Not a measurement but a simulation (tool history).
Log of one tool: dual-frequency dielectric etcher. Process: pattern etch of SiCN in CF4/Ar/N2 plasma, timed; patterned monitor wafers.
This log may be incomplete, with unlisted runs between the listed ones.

run	hour	source power (kW)	bias power (kW)	Ar flow (sccm)	CF4 flow (sccm)	etch time (s)	mean etch depth across the wafer (nm)
1	0	0.31	0.092	73	48	71	47.001
2	1.2	0.31	0.092	73	48	65.5	43.576
3	6	0.32	0.092	73	48	65.5	44.564
4	12	0.35	0.092	73	48	65.5	48.022
5	14.2	0.35	0.092	80	48	65.5	47.12
6	16.6	0.36	0.092	80	48	65.5	48.758

For run 7, what comes out?
7	24.5	0.37	0.092	80	48	65.5	?

mean etch depth across the wafer (nm): 49.308
